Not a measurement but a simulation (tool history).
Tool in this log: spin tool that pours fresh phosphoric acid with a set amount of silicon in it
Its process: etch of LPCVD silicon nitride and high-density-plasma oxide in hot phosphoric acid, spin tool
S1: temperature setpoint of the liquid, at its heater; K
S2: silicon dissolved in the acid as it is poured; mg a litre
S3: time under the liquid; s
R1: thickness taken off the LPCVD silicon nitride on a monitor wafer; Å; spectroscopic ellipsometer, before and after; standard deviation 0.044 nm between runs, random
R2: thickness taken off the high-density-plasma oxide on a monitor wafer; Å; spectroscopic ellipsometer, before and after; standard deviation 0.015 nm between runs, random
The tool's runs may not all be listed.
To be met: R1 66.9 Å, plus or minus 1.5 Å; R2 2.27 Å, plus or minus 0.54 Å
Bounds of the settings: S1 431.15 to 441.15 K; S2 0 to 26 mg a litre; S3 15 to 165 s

run,hour,S1,S2,S3,R1,R2
1,0,436.15,11.5,85,106.05,5.0572
2,3.6,436.15,17.5,85,107.65,4.1088
3,8,434.65,17,75,88.976,3.4344
4,11.6,436.15,17,75,94.118,3.9863
5,18,437.15,17,75,95.826,4.4151
6,26.7,435.65,17.5,70,86.535,3.4312
7,29.1,435.65,17.5,70,86.884,3.6361
8,37.5,434.65,18,65,78.232,3.1013
9,39.9,433.65,18.5,65,75.693,2.9004
10,43.9,431.15,21.5,60,63.713,1.9418
11,49.3,431.65,21,60,64.561,2.1554

5 candidate next runs follow, results not yet known. Just one meets every target within its allowed miss. Identify it.
A,54.7,433.65,7,55,?,?
B,54.7,431.15,23.5,60,?,?
C,54.7,431.65,12,55,?,?
D,54.7,432.65,20,60,?,?
E,54.7,431.15,25,60,?,?

move,R1,R2
A,64.222,3.2477
B,64.399,1.9307
C,60.041,2.5078
D,67.747,2.3989
E,64.399,1.8387
A: moves away from the targets compared with the last run
B: moves away from the targets compared with the last run
C: moves away from the targets compared with the last run
D: hits every target within its allowed miss
E: moves away from the targets compared with the last run
Correct choice: D, which meets every target
